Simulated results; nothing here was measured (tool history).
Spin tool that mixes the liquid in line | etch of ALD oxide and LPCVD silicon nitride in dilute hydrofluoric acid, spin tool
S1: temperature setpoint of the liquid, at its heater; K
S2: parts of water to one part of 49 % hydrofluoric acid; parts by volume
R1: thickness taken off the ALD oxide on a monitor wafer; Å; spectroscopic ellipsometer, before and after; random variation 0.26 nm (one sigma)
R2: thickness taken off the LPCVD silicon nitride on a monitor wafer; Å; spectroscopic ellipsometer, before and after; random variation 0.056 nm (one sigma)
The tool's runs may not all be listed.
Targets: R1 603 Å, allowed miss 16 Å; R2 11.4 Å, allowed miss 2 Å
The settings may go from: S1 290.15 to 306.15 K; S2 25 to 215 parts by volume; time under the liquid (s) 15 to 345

run 1 hour=0 | S1=298.15 S2=120 time_under_the_liquid_(s)=175 | R1=472.76 R2=8.04
run 2 hour=7.7 | S1=301.15 S2=120 time_under_the_liquid_(s)=175 | R1=530.14 R2=10.179
run 3 hour=8.3 | S1=298.65 S2=120 time_under_the_liquid_(s)=175 | R1=481.88 R2=8.0224
run 4 hour=11.3 | S1=298.65 S2=140 time_under_the_liquid_(s)=175 | R1=401.9 R2=6.5074
run 5 hour=20.2 | S1=301.15 S2=140 time_under_the_liquid_(s)=175 | R1=443.76 R2=8.2423
run 6 hour=23.4 | S1=298.65 S2=140 time_under_the_liquid_(s)=175 | R1=405.02 R2=7.2426
run 7 hour=32.1 | S1=299.65 S2=135 time_under_the_liquid_(s)=175 | R1=438.14 R2=7.9539
run 8 hour=36.5 | S1=300.15 S2=130 time_under_the_liquid_(s)=175 | R1=464.83 R2=9.1029
run 9 hour=38.5 | S1=300.15 S2=125 time_under_the_liquid_(s)=175 | R1=483.73 R2=9.4818
run 10 hour=40.4 | S1=300.15 S2=120 time_under_the_liquid_(s)=175 | R1=514.35 R2=8.836
run 11 hour=42.2 | S1=300.65 S2=120 time_under_the_liquid_(s)=175 | R1=521.11 R2=10.007
run 12 hour=48.7 | S1=301.15 S2=110 time_under_the_liquid_(s)=175 | R1=582.78 R2=10.408

Which of these 4 next moves meets every target?
run A hour=55.2 | S1=299.65 S2=140 time_under_the_liquid_(s)=250 | R1=? R2=?
run B hour=55.2 | S1=303.65 S2=150 time_under_the_liquid_(s)=220 | R1=? R2=?
run C hour=55.2 | S1=302.15 S2=140 time_under_the_liquid_(s)=215 | R1=? R2=?
run D hour=55.2 | S1=303.65 S2=125 time_under_the_liquid_(s)=180 | R1=? R2=?

move=A R1=601.19 R2=11.236
move=B R1=564.5 R2=11.828
move=C R1=567.24 R2=11.304
move=D R1=573.25 R2=11.644
A: meets every target
B: further off than the last run
C: further off than the last run
D: further off than the last run
Answer: A
